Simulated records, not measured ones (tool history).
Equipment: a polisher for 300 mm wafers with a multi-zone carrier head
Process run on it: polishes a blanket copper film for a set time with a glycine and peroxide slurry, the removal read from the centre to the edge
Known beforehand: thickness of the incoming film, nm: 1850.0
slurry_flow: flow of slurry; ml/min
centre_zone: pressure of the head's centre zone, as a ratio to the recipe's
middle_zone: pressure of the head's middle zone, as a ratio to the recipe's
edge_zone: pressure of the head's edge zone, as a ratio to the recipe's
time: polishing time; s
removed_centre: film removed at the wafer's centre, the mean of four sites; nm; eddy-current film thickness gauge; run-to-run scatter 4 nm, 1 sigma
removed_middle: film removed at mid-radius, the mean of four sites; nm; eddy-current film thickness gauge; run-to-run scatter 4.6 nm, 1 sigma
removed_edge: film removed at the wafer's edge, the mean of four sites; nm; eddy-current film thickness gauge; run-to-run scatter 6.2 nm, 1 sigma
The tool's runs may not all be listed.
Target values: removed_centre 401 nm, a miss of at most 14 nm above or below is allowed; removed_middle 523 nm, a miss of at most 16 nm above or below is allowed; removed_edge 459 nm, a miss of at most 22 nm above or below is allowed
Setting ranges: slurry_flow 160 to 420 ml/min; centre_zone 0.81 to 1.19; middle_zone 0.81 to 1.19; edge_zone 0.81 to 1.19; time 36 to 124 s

run  hour  slurry_flow  centre_zone  middle_zone  edge_zone  time  removed_centre  removed_middle  removed_edge
  1     0          270            1            1          1    79          539.79          549.68        529.71
  2   0.8          270            1         1.06          1    79           531.4          584.03        534.86
  3   2.8          265         0.98         1.06       0.99    78          522.11          569.37        525.55
  4   8.4          230         0.98         1.06       0.99    78          501.93          573.71        516.23
  5  14.7          225         0.97         1.06       0.98    77          489.92          558.01         522.4
  6  20.1          225         1.05         1.06       0.98    77          543.04          547.43        497.57
  7  26.3          225         1.03         1.06       0.97    76          524.69          550.51         500.2
  8  33.6          225         1.02         1.07       0.97    75          506.93          546.65        486.99
  9    40          225         1.01         1.07       0.96    74          498.09          540.04        492.89
 10  44.4          220            1         1.08       0.96    73          480.26          527.38        486.15
 11  51.5          215            1         1.09       0.96    72          464.13           532.9        472.42
 12  56.9          215         0.99         1.09       0.96    72          473.31          531.61        468.27
 13  63.8          210         0.98         1.09       0.96    72          466.46          526.77        471.06

Next run, 5 choices. One meets every target within its allowed miss, the rest don't. Which?
  A  70.7          255         1.02         1.06       0.96    75               ?               ?             ?
  B  70.7          160         0.91         1.15       1.02    71               ?               ?             ?
  C  70.7          165         1.18         1.03        0.9    79               ?               ?             ?
  D  70.7          230         0.84         0.94       0.98    76               ?               ?             ?
  E  70.7          235         1.13         1.01       0.91    74               ?               ?             ?

move  removed_centre  removed_middle  removed_edge
   A          511.29          546.56        485.99
   B          402.49          521.41        451.55
   C          584.59          529.94        476.03
   D          420.09          495.04        493.71
   E          553.38          512.59        464.74
A: the biggest miss grows against the last run
B: every result within its allowed miss
C: the biggest miss grows against the last run
D: moves toward the targets from the last run without getting all of them in spec
E: the biggest miss grows against the last run
The right move is B.
